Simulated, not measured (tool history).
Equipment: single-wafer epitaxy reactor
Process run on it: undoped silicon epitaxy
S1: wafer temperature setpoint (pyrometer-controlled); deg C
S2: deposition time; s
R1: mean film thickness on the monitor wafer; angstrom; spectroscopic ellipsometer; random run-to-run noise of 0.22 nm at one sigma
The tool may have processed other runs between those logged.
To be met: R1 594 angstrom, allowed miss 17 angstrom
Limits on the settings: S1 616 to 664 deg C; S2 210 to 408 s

Run 1, hour 0: S1 640 deg C, S2 309 s. Result: R1 404.58 angstrom.
Run 2, hour 3.8: S1 645 deg C, S2 310 s. Result: R1 451.74 angstrom.
Run 3, hour 5.7: S1 645 deg C, S2 335 s. Result: R1 490.32 angstrom.
Run 4, hour 13.6: S1 648 deg C, S2 336 s. Result: R1 524.47 angstrom.
Run 5, hour 21.4: S1 648 deg C, S2 319 s. Result: R1 497.73 angstrom.
Run 6, hour 27.4: S1 650 deg C, S2 320 s. Result: R1 517.82 angstrom.
Run 7, hour 30: S1 652 deg C, S2 320 s. Result: R1 545.89 angstrom.
Run 8, hour 33.9: S1 653 deg C, S2 320 s. Result: R1 558.45 angstrom.
Run 9, hour 38.9: S1 654 deg C, S2 320 s. Result: R1 568.63 angstrom.

Consider the 5 candidate settings below. Which is the only one whose results all fall within their allowed miss of target?
Run A, hour 43.9: S1 655 deg C, S2 296 s. Result: R1 ?.
Run B, hour 43.9: S1 654 deg C, S2 338 s. Result: R1 ?.
Run C, hour 43.9: S1 653 deg C, S2 307 s. Result: R1 ?.
Run D, hour 43.9: S1 652 deg C, S2 315 s. Result: R1 ?.
Run E, hour 43.9: S1 653 deg C, S2 305 s. Result: R1 ?.

move      R1
   A  536.97
   B  600.11
   C  533.44
   D  535.64
   E  529.96
A: its largest miss is bigger than the last run's
B: in spec on every target
C: its largest miss is bigger than the last run's
D: its largest miss is bigger than the last run's
E: its largest miss is bigger than the last run's
The right move is B.
